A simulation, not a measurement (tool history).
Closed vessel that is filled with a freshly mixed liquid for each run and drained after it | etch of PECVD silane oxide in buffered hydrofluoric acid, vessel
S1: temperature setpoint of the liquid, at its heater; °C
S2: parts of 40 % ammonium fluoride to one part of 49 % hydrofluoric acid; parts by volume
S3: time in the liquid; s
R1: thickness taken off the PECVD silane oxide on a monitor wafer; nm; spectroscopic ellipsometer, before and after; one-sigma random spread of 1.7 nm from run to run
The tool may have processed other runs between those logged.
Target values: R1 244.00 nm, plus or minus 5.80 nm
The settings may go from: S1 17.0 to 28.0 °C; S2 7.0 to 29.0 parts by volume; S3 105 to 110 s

run,hour,S1,S2,S3,R1
1,0.0,20.0,18.0,105,157.53
2,6.6,22.5,18.0,105,181.39
3,11.9,22.5,16.0,105,204.23
4,19.1,20.0,16.0,105,178.48
5,21.6,22.0,16.0,105,198.87
6,23.0,19.0,16.0,105,166.08
7,25.0,21.0,16.0,105,185.56
8,32.0,22.5,16.0,105,203.95
9,35.4,23.5,16.0,105,215.93
10,39.1,24.0,16.0,105,221.49

Next run, 5 choices. One meets every target within its allowed miss, the rest don't. Which?
A,42.8,26.0,16.0,110,?
B,42.8,22.5,15.0,110,?
C,42.8,21.5,17.5,110,?
D,42.8,22.5,14.0,110,?
E,42.8,24.5,16.5,105,?

move,R1
A,258.01
B,227.13
C,184.64
D,243.06
E,220.28
A: takes the biggest miss from the last run beyond its target
B: better than the last run, though not everything is in spec
C: its largest miss is bigger than the last run's
D: every result within its allowed miss
E: its largest miss is bigger than the last run's
Move D is the one to make.
